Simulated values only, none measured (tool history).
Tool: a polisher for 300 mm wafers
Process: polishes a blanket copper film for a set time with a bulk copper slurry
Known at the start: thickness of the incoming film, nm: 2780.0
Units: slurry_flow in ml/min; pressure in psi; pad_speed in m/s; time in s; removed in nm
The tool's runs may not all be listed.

| run | hour | slurry_flow | pressure | pad_speed | slurry_solids | time | removed |
|---|---|---|---|---|---|---|---|
| 1 | 0 | 220 | 1.9 | 1.2 | 1 | 111 | 858.24 |
| 2 | 8.1 | 220 | 2.2 | 1.26 | 1 | 111 | 1060 |
| 3 | 16.2 | 220 | 2.2 | 1.08 | 1 | 111 | 918.25 |
| 4 | 21.7 | 220 | 2.2 | 1.08 | 1.1 | 111 | 941.27 |
| 5 | 24.6 | 220 | 2.2 | 1.08 | 1.2 | 111 | 941.36 |
|  | 25.6 | slurry nozzle cleaned |
| 6 | 25.6 | 220 | 2.4 | 1.16 | 1.2 | 112 | 1111.7 |

The next listed run, before its measurement:
| 7 | 31.9 | 220 | 2.6 | 1.24 | 1.2 | 113 | ? |

{"run 7": {"removed": 1314.5}}

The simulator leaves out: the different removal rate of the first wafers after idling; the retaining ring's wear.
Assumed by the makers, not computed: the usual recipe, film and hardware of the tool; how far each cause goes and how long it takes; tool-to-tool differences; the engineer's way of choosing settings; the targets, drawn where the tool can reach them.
